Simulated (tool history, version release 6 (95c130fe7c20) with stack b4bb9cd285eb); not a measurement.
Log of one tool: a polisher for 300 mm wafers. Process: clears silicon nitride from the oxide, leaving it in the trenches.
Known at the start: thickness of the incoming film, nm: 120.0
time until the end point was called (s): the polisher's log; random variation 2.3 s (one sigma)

| run | hour | flow of slurry (ml/min) | pressure of the wafer on the pad (kPa) | speed of the pad under the wafer (cm/s) | overpolish time after the end point (s) | time until the end point was called (s) |
|---|---|---|---|---|---|---|
| 1 | 0 | 295 | 21.4 | 84 | 44 | 135.96 |
| 2 | 2.9 | 295 | 21.4 | 84 | 44 | 135.35 |
| 3 | 7 | 295 | 17.9 | 82 | 44 | 163.04 |
| 4 | 11.3 | 350 | 17.9 | 82 | 44 | 163.41 |
| 5 | 13.4 | 350 | 17.9 | 82 | 47 | 161.71 |
| 6 | 18 | 350 | 22.8 | 82 | 47 | 129.55 |
| 7 | 25.8 | 340 | 16.5 | 70 | 47 | 205.35 |
| 8 | 34.5 | 340 | 15.2 | 70 | 47 | 220.58 |

Run 9 comes next. What will it give?
| 9 | 40 | 340 | 13.8 | 70 | 47 | ? |

Run 9 gave time until the end point was called (s) 243.83.
